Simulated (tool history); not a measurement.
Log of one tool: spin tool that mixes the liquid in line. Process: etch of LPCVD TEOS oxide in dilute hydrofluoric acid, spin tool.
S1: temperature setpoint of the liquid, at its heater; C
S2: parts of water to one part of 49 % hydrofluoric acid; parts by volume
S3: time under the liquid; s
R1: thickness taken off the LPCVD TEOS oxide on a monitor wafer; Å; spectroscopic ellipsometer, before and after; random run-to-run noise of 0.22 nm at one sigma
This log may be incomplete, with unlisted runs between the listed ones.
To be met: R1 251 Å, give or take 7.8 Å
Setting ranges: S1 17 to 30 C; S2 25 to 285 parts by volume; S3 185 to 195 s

{"run": 1, "day": 0.0, "S1": 22, "S2": 155, "S3": 185, "R1": 298.78}
{"run": 2, "day": 0.229, "S1": 24, "S2": 155, "S3": 185, "R1": 319.34}
{"run": 3, "day": 0.362, "S1": 27, "S2": 155, "S3": 185, "R1": 363.23}
{"run": 4, "day": 0.692, "S1": 25.5, "S2": 155, "S3": 185, "R1": 339.56}
{"run": 5, "day": 1.042, "S1": 24.5, "S2": 155, "S3": 185, "R1": 325.77}
{"run": 6, "day": 1.096, "S1": 24.5, "S2": 210, "S3": 185, "R1": 224.91}
{"run": 7, "day": 1.3, "S1": 25, "S2": 210, "S3": 185, "R1": 229.46}
{"run": 8, "day": 1.404, "S1": 25.5, "S2": 210, "S3": 185, "R1": 237.67}
{"run": 9, "day": 1.704, "S1": 26, "S2": 210, "S3": 185, "R1": 239.93}

Which single option among these 4 for the next run brings every result within its allowed miss of target? Just one does.
{"run": "A", "day": 2.004, "S1": 27.5, "S2": 240, "S3": 190, "R1": "?"}
{"run": "B", "day": 2.004, "S1": 29, "S2": 225, "S3": 190, "R1": "?"}
{"run": "C", "day": 2.004, "S1": 26, "S2": 225, "S3": 195, "R1": "?"}
{"run": "D", "day": 2.004, "S1": 26.5, "S2": 235, "S3": 195, "R1": "?"}

move=A R1=216.78
move=B R1=247.69
move=C R1=228.92
move=D R1=220.66
A: lands further from the targets than the last run did
B: in spec on every target
C: lands further from the targets than the last run did
D: lands further from the targets than the last run did
Go with B: it meets all targets.
